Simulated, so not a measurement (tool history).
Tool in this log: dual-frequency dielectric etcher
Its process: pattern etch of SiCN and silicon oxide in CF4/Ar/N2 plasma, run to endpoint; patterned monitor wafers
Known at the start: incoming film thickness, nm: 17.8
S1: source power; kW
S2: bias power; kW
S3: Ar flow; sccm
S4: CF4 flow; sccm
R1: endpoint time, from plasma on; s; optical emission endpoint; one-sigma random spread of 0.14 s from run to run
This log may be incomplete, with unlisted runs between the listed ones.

run  hour     S1     S2  S3  S4      R1
  1   0.0  0.450  0.066  76  57  18.715
  2   6.2  0.390  0.066  76  57  21.951
  3  12.0  0.350  0.066  76  57  24.773
  4  15.0  0.350  0.066  76  51  25.252
  5  23.0  0.350  0.066  67  51  25.012
  6  31.3  0.400  0.066  67  51  21.520
  7  35.3  0.380  0.066  67  51  22.841
  8  42.6  0.370  0.066  67  51  23.397
  9  45.1  0.280  0.065  67  51  33.145
 10  49.8  0.290  0.065  67  51  31.405
 11  54.1  0.300  0.065  67  51  30.146
 12  61.2  0.310  0.065  67  51  29.065

Expected results for the next run?
 13  65.4  0.320  0.065  67  51   ?

{"run 13": {"R1": 28.182}}

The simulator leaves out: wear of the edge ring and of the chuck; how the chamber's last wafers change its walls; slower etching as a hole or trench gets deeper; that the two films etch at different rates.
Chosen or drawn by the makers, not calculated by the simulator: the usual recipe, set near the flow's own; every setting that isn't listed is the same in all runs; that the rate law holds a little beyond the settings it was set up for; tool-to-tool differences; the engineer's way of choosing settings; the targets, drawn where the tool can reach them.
